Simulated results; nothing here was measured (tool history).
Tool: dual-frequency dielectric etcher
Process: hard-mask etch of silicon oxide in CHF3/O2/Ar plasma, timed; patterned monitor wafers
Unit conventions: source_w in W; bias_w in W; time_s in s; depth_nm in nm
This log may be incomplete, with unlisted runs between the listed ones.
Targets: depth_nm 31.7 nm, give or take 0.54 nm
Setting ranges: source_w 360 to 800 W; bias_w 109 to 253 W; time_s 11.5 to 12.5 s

run  hour  source_w  bias_w  time_s  depth_nm
  1     0       580     181    12.5     27.96
  2   5.6       610     183    12.5    28.596
  3  14.4       630     184    12.5    28.929
  4  17.6       630     164    12.5    27.459
  5  24.3       660     168    12.5    28.282
  6  31.5       660     186    12.5    29.647
  7  36.9       680     187    12.5      29.7
  8  44.7       790     201    12.5     32.59

Which of these 4 next moves meets every target?
  A  52.5       800     217    12.5         ?
  B  52.5       790     188    12.5         ?
  C  52.5       800     225      12         ?
  D  52.5       770     231      12         ?

move  depth_nm
   A    33.968
   B     31.81
   C    33.117
   D    33.052
A: misses by more than the last run did
B: every result within its allowed miss
C: misses by more than the last run did
D: misses by more than the last run did
So the answer is move B, the one that meets all the targets.

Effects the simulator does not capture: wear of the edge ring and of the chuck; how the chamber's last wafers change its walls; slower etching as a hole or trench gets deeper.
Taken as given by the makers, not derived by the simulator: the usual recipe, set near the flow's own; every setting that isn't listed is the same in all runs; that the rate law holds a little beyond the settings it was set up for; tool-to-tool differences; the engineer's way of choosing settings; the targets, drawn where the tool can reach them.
